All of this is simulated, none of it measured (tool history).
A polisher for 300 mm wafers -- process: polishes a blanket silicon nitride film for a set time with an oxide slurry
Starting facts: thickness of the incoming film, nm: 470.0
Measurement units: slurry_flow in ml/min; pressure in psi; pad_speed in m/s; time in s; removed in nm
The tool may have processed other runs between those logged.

run	hour	slurry_flow	pressure	pad_speed	slurry_solids	time	removed
1	0.0	200	4.4	1.34	1.0	48	38.991
2	3.7	235	4.4	1.34	1.0	48	40.085
3	6.0	235	4.1	1.32	1.0	48	35.964
4	6.5	215	4.1	1.32	1.0	48	36.654
5	7.1	215	3.9	1.32	1.0	48	35.303
6	10.8	250	3.9	1.32	1.0	48	35.604

Run 7 has not been measured yet. What should we expect?
7	16.6	250	3.7	1.32	1.0	48	?

Run 7 came out at removed 34.462 nm.
